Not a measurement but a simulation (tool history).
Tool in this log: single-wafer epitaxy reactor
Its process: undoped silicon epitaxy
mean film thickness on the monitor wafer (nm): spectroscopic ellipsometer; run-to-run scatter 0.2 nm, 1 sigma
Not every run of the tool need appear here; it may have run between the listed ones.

run  hour  wafer temperature setpoint (pyrometer-controlled) (°C)  deposition time (s)  mean film thickness on the monitor wafer (nm)
  1     0                                                     645                  262                                         34.177
  2   3.7                                                     645                  275                                         36.036
  3  12.7                                                     653                  275                                         41.964
  4  20.5                                                     663                  275                                         50.833
  5    22                                                     663                  305                                         56.744
       28  -- pyrometer calibrated
  6    28                                                     661                  305                                         59.046

Run 7 has not been measured yet. What should we expect?
  7  35.3                                                     661                  305                                              ?

{"run 7": {"mean film thickness on the monitor wafer (nm)": 59.699}}
